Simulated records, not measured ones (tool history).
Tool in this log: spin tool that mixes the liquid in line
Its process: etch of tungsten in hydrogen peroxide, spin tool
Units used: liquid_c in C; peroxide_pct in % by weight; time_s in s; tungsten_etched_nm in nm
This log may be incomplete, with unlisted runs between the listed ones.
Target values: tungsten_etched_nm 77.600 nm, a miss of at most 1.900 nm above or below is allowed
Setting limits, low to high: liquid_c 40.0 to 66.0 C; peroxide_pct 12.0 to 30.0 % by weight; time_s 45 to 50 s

{"run": 1, "hour": 0.0, "liquid_c": 56.0, "peroxide_pct": 21.0, "time_s": 45, "tungsten_etched_nm": 51.714}
{"run": 2, "hour": 8.2, "liquid_c": 58.5, "peroxide_pct": 21.0, "time_s": 45, "tungsten_etched_nm": 59.647}
{"run": 3, "hour": 9.6, "liquid_c": 60.0, "peroxide_pct": 21.0, "time_s": 45, "tungsten_etched_nm": 65.313}
{"run": 4, "hour": 10.8, "liquid_c": 60.0, "peroxide_pct": 17.0, "time_s": 45, "tungsten_etched_nm": 57.671}
{"run": 5, "hour": 13.6, "liquid_c": 60.0, "peroxide_pct": 19.5, "time_s": 45, "tungsten_etched_nm": 62.076}
{"run": 6, "hour": 17.0, "liquid_c": 61.5, "peroxide_pct": 19.5, "time_s": 45, "tungsten_etched_nm": 67.838}
{"run": 7, "hour": 24.8, "liquid_c": 62.5, "peroxide_pct": 19.5, "time_s": 45, "tungsten_etched_nm": 72.007}
{"run": 8, "hour": 26.0, "liquid_c": 63.0, "peroxide_pct": 19.5, "time_s": 45, "tungsten_etched_nm": 74.421}

Of the 4 settings listed for the next run, only one would bring every result within its allowed miss of target. Which one?
{"run": "A", "hour": 27.2, "liquid_c": 60.5, "peroxide_pct": 24.5, "time_s": 45, "tungsten_etched_nm": "?"}
{"run": "B", "hour": 27.2, "liquid_c": 64.5, "peroxide_pct": 16.0, "time_s": 50, "tungsten_etched_nm": "?"}
{"run": "C", "hour": 27.2, "liquid_c": 64.5, "peroxide_pct": 20.5, "time_s": 45, "tungsten_etched_nm": "?"}
{"run": "D", "hour": 27.2, "liquid_c": 61.5, "peroxide_pct": 20.0, "time_s": 50, "tungsten_etched_nm": "?"}

move=A tungsten_etched_nm=72.648
move=B tungsten_etched_nm=81.821
move=C tungsten_etched_nm=83.355
move=D tungsten_etched_nm=77.221
A: the biggest miss grows against the last run
B: moves the result that the last run missed by most past its target, out the other side
C: moves the result that the last run missed by most past its target, out the other side
D: hits every target within its allowed miss
D is the move that brings every result within its allowed miss.
